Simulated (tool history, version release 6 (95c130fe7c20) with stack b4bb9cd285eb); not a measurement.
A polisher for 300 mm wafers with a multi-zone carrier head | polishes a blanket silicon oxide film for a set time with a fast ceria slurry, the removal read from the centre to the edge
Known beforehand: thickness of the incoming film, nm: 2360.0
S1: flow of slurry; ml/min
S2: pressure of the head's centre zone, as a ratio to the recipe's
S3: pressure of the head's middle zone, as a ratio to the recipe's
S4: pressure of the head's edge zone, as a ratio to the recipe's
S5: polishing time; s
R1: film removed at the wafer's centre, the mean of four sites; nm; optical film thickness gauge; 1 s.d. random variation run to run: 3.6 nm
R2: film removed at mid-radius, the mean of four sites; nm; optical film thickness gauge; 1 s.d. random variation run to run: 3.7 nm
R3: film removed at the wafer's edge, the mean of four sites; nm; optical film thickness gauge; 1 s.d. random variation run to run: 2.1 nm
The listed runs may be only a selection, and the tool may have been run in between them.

{"run": 1, "hour": 0.0, "S1": 145, "S2": 1, "S3": 1, "S4": 1, "S5": 40, "R1": 385.18, "R2": 407.24, "R3": 396.38}
{"run": 2, "hour": 6.4, "S1": 145, "S2": 1, "S3": 1, "S4": 0.94, "S5": 40, "R1": 383.47, "R2": 407.68, "R3": 387.39}
{"run": 3, "hour": 9.5, "S1": 145, "S2": 1, "S3": 1, "S4": 0.94, "S5": 33, "R1": 314.21, "R2": 340.63, "R3": 316.92}
{"run": 4, "hour": 11.1, "S1": 145, "S2": 1, "S3": 1, "S4": 0.87, "S5": 33, "R1": 307.94, "R2": 337.65, "R3": 307.95}
{"run": 5, "hour": 13.2, "S1": 145, "S2": 1.01, "S3": 0.98, "S4": 0.87, "S5": 33, "R1": 314.78, "R2": 336.4, "R3": 307.35}
{"run": 6, "hour": 13.9, "S1": 145, "S2": 1.01, "S3": 0.98, "S4": 0.91, "S5": 33, "R1": 321.71, "R2": 342.2, "R3": 311.36}
{"run": 7, "hour": 17.9, "S1": 140, "S2": 1.01, "S3": 0.96, "S4": 0.94, "S5": 33, "R1": 311.9, "R2": 324.61, "R3": 318.36}
{"run": 8, "hour": 21.5, "S1": 140, "S2": 1.02, "S3": 0.95, "S4": 0.94, "S5": 33, "R1": 317.27, "R2": 320.79, "R3": 316.47}
{"run": 9, "hour": 26.3, "S1": 140, "S2": 1.03, "S3": 0.94, "S4": 0.94, "S5": 33, "R1": 326.83, "R2": 316.24, "R3": 318.12}

What will run 10 give?
{"run": 10, "hour": 33.4, "S1": 140, "S2": 1.03, "S3": 0.93, "S4": 0.94, "S5": 33, "R1": "?", "R2": "?", "R3": "?"}

{"run 10": {"R1": 319.35, "R2": 311.56, "R3": 318.16}}

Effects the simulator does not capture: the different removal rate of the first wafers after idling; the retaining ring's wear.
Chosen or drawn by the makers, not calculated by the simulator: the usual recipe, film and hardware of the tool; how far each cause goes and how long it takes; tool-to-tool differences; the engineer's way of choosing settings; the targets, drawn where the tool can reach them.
